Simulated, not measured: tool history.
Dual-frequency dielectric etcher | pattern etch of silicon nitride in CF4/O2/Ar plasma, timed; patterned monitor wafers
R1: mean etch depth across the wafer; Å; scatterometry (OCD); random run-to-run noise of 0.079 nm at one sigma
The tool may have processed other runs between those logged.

Run 1, hour 0.0: source power (W) 480, bias power (W) 66, Ar flow (sccm) 97, CF4 flow (sccm) 129, etch time (s) 10.5. Result: R1 244.35 Å.
Run 2, hour 2.7: source power (W) 480, bias power (W) 66, Ar flow (sccm) 97, CF4 flow (sccm) 149, etch time (s) 10.5. Result: R1 249.54 Å.
Run 3, hour 4.4: source power (W) 480, bias power (W) 66, Ar flow (sccm) 97, CF4 flow (sccm) 140, etch time (s) 10.5. Result: R1 246.47 Å.
Run 4, hour 9.5: source power (W) 480, bias power (W) 66, Ar flow (sccm) 97, CF4 flow (sccm) 140, etch time (s) 10.5. Result: R1 244.52 Å.
Run 5, hour 14.5: source power (W) 480, bias power (W) 66, Ar flow (sccm) 105, CF4 flow (sccm) 140, etch time (s) 10.5. Result: R1 243.46 Å.
Run 6, hour 23.5: source power (W) 480, bias power (W) 66, Ar flow (sccm) 105, CF4 flow (sccm) 122, etch time (s) 10.5. Result: R1 237.13 Å.
Run 7, hour 27.3: source power (W) 460, bias power (W) 64, Ar flow (sccm) 106, CF4 flow (sccm) 121, etch time (s) 10.5. Result: R1 225.36 Å.

Forecast run 8:
Run 8, hour 32.9: source power (W) 440, bias power (W) 63, Ar flow (sccm) 107, CF4 flow (sccm) 120, etch time (s) 10.5. Result: R1 ?.

R1: 214.15 Å

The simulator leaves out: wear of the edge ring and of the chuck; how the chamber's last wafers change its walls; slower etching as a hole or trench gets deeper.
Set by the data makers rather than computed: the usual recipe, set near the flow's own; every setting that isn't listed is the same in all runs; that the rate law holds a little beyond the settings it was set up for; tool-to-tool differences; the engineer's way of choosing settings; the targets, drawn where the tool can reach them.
